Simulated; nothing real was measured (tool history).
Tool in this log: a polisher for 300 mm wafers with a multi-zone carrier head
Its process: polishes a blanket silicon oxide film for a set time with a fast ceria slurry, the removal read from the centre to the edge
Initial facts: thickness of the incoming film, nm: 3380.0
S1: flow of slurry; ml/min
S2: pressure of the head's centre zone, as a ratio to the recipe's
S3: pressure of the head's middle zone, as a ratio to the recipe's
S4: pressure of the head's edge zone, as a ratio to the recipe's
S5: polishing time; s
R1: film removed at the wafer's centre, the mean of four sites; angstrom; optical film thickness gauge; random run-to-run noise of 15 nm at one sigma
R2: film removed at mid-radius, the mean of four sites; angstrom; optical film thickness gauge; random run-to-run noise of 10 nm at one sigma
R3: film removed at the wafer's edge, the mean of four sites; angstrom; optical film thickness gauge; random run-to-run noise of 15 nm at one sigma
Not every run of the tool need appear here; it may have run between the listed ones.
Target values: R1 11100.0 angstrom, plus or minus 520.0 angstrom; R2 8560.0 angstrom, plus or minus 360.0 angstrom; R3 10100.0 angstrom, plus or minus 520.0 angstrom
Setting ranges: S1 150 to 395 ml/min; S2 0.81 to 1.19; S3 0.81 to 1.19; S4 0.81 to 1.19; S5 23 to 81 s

run	hour	S1	S2	S3	S4	S5	R1	R2	R3
1	0.0	250	1.00	1.00	1.00	52	12179.0	12235.0	11840.0
2	7.2	245	1.02	0.95	1.01	50	12002.0	11011.0	11722.0
3	13.8	245	1.02	0.95	1.09	50	12128.0	11253.0	11974.0
4	19.9	245	1.02	0.95	1.15	50	11807.0	11010.0	11998.0
5	26.4	245	1.05	0.93	1.14	47	11352.0	10142.0	11522.0
6	30.1	245	1.05	0.93	1.14	41	9743.9	9205.4	9976.4
7	38.1	245	1.05	0.93	1.14	41	9797.5	8942.4	10144.0
8	44.5	250	1.09	0.92	1.12	41	10448.0	8832.9	9791.5

5 candidate next runs follow, results not yet known. Just one meets every target within its allowed miss. Identify it.
A	50.9	260	1.04	0.94	1.13	40	?	?	?
B	50.9	245	1.05	1.04	1.11	37	?	?	?
C	50.9	260	1.09	1.06	1.04	36	?	?	?
D	50.9	265	1.11	0.94	1.16	42	?	?	?
E	50.9	250	1.12	0.87	1.11	42	?	?	?

move	R1	R2	R3
A	9591.4	9027.2	9616.6
B	8912.4	9037.5	8768.3
C	9057.9	8981.5	8288.2
D	10773.0	9490.3	10247.0
E	10805.0	8860.6	9989.1
A: its largest miss is bigger than the last run's
B: its largest miss is bigger than the last run's
C: its largest miss is bigger than the last run's
D: brings the last run's worst result on target, with another outside its allowed miss
E: meets every target
The right move is E.
